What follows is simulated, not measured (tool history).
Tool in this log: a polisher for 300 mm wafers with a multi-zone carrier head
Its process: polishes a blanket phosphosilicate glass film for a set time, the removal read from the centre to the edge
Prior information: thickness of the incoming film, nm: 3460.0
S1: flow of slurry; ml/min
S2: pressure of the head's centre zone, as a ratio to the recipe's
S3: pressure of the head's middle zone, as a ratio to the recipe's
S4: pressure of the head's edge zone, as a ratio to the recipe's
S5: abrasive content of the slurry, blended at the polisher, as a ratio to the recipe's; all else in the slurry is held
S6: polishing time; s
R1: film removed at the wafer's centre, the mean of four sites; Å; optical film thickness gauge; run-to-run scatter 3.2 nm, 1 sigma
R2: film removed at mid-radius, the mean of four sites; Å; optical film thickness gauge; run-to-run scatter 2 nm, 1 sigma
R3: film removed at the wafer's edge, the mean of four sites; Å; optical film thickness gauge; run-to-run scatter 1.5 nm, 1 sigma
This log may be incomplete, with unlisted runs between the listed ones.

run    day   S1    S2    S3    S4  S5  S6      R1      R2      R3
  1      0  130     1     1     1   1  32  2307.5  2525.8  2572.6
  2  0.196  130     1  1.03     1   1  32  2344.1    2551  2578.6
  3  0.512  125  1.03  1.02  0.97   1  32  2380.3  2537.6    2520
  4  0.758  125  1.03  0.98  0.97   1  32  2368.9  2493.3  2530.5
  5  0.942  125  1.06  0.96  0.94   1  32  2422.9  2467.6  2513.8
  6  1.092  125  1.06  1.04  0.94   1  32  2445.3  2546.9  2477.2

Run 7 comes next. What will it give?
  7  1.371  125  1.08  1.02  0.92   1  32   ?   ?   ?

Run 7 measured R1 2545.3 Å, R2 2538.7 Å, R3 2501.7 Å.
